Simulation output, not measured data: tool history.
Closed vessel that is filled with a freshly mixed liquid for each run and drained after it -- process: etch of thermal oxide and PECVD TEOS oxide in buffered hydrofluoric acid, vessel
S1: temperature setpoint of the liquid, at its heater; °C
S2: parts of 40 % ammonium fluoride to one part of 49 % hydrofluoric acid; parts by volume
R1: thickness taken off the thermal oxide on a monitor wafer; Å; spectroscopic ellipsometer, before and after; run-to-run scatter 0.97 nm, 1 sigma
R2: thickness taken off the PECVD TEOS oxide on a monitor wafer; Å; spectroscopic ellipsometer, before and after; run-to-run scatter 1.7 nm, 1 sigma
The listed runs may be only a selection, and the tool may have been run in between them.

Run 1, hour 0.0: S1 23.0 °C, S2 13.0 parts by volume, time in the liquid (s) 60. Result: R1 515.61 Å, R2 1117.60 Å.
Run 2, hour 9.0: S1 23.0 °C, S2 15.0 parts by volume, time in the liquid (s) 60. Result: R1 446.77 Å, R2 977.08 Å.
Run 3, hour 15.1: S1 25.5 °C, S2 12.5 parts by volume, time in the liquid (s) 60. Result: R1 614.90 Å, R2 1332.90 Å.
Run 4, hour 20.9: S1 25.5 °C, S2 11.0 parts by volume, time in the liquid (s) 60. Result: R1 697.85 Å, R2 1513.10 Å.
Run 5, hour 29.4: S1 25.5 °C, S2 8.0 parts by volume, time in the liquid (s) 60. Result: R1 914.40 Å, R2 2041.50 Å.
Run 6, hour 35.9: S1 27.0 °C, S2 8.0 parts by volume, time in the liquid (s) 60. Result: R1 1001.50 Å, R2 2192.60 Å.

Predict the results of run 7:
Run 7, hour 39.9: S1 27.5 °C, S2 8.0 parts by volume, time in the liquid (s) 60. Result: R1 ?, R2 ?.

Run 7 gave R1 1020.20 Å, R2 2253.60 Å.
